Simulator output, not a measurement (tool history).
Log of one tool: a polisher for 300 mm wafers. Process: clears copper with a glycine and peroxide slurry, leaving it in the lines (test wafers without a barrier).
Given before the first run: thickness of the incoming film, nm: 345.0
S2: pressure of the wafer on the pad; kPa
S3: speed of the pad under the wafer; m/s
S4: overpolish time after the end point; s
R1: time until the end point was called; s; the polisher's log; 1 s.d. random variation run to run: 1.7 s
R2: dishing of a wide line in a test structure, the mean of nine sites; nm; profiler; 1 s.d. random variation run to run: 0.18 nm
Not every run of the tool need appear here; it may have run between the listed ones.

run 1 hour=0 | flow_of_slurry_(ml/min)=140 S2=11.7 S3=0.9 S4=27 | R1=100.31 R2=52.869
run 2 hour=0.9 | flow_of_slurry_(ml/min)=125 S2=9.7 S3=0.86 S4=22 | R1=121.84 R2=38.512
run 3 hour=4.8 | flow_of_slurry_(ml/min)=115 S2=8.3 S3=0.86 S4=18 | R1=136.94 R2=30.23
run 4 hour=12.8 | flow_of_slurry_(ml/min)=105 S2=7.6 S3=0.88 S4=15 | R1=145.26 R2=23.865
run 5 hour=18.3 | flow_of_slurry_(ml/min)=105 S2=10.3 S3=0.88 S4=15 | R1=117.25 R2=28.977
run 6 hour=26.1 | flow_of_slurry_(ml/min)=105 S2=9 S3=0.88 S4=15 | R1=130.82 R2=26.406
run 7 hour=33 | flow_of_slurry_(ml/min)=100 S2=8.3 S3=0.94 S4=13 | R1=135.87 R2=22.602
run 8 hour=40.4 | flow_of_slurry_(ml/min)=95 S2=7.6 S3=1.06 S4=12 | R1=130.97 R2=21.212
run 9 hour=47.9 | flow_of_slurry_(ml/min)=85 S2=5.5 S3=1.12 S4=8 | R1=167.67 R2=12.4
run 10 hour=52.4 | flow_of_slurry_(ml/min)=90 S2=5.5 S3=1.18 S4=8 | R1=152.24 R2=12.783
run 11 hour=55.9 | flow_of_slurry_(ml/min)=95 S2=5.5 S3=1.18 S4=8 | R1=152.9 R2=12.796
run 12 hour=64.6 | flow_of_slurry_(ml/min)=105 S2=5.5 S3=1.18 S4=8 | R1=147.07 R2=13.439
run 13 hour=72.7 | flow_of_slurry_(ml/min)=110 S2=5.5 S3=1.18 S4=8 | R1=146.95 R2=13.158

Forecast run 14:
run 14 hour=81.1 | flow_of_slurry_(ml/min)=115 S2=6.2 S3=1.18 S4=9 | R1=? R2=?

Run 14 produced R1 132.78 s, R2 15.615 nm.
